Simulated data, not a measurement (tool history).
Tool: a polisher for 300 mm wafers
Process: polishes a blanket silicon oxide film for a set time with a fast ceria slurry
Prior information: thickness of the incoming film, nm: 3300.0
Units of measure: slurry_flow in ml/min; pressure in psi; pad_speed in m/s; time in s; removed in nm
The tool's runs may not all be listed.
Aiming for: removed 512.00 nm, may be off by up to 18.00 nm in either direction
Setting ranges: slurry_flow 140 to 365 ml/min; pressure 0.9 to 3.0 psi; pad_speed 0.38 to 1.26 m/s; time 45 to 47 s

run 1 hour=0.0 | slurry_flow=235 pressure=1.9 pad_speed=0.82 time=45 | removed=366.91
run 2 hour=2.5 | slurry_flow=235 pressure=1.9 pad_speed=0.68 time=45 | removed=306.06
run 3 hour=9.5 | slurry_flow=205 pressure=1.9 pad_speed=0.68 time=45 | removed=297.31
run 4 hour=13.9 | slurry_flow=255 pressure=1.9 pad_speed=0.68 time=45 | removed=310.45
run 5 hour=15.1 | slurry_flow=215 pressure=1.9 pad_speed=0.68 time=45 | removed=303.64
run 6 hour=18.9 | slurry_flow=215 pressure=1.6 pad_speed=0.68 time=45 | removed=257.18
run 7 hour=24.9 | slurry_flow=220 pressure=1.9 pad_speed=0.68 time=45 | removed=301.60
run 8 hour=33.3 | slurry_flow=230 pressure=2.1 pad_speed=0.68 time=45 | removed=340.97
run 9 hour=38.7 | slurry_flow=245 pressure=2.7 pad_speed=0.70 time=45 | removed=440.19
-- hour=46.7 head pressure recalibrated
run 10 hour=46.7 | slurry_flow=250 pressure=2.8 pad_speed=0.70 time=45 | removed=423.52
run 11 hour=53.2 | slurry_flow=250 pressure=2.8 pad_speed=0.72 time=45 | removed=429.87
run 12 hour=61.5 | slurry_flow=250 pressure=2.8 pad_speed=0.74 time=45 | removed=435.54
run 13 hour=68.7 | slurry_flow=250 pressure=2.8 pad_speed=0.76 time=45 | removed=452.76

Which of these 4 next moves meets every target?
run A hour=75.9 | slurry_flow=270 pressure=2.9 pad_speed=0.78 time=45 | removed=?
run B hour=75.9 | slurry_flow=265 pressure=3.0 pad_speed=0.74 time=45 | removed=?
run C hour=75.9 | slurry_flow=230 pressure=2.9 pad_speed=0.76 time=47 | removed=?
run D hour=75.9 | slurry_flow=200 pressure=3.0 pad_speed=0.80 time=46 | removed=?

move=A removed=482.71
move=B removed=473.33
move=C removed=483.05
move=D removed=504.56
A: nearer than the last run, and not there yet
B: nearer than the last run, and not there yet
C: nearer than the last run, and not there yet
D: meets every target
The right move is D.
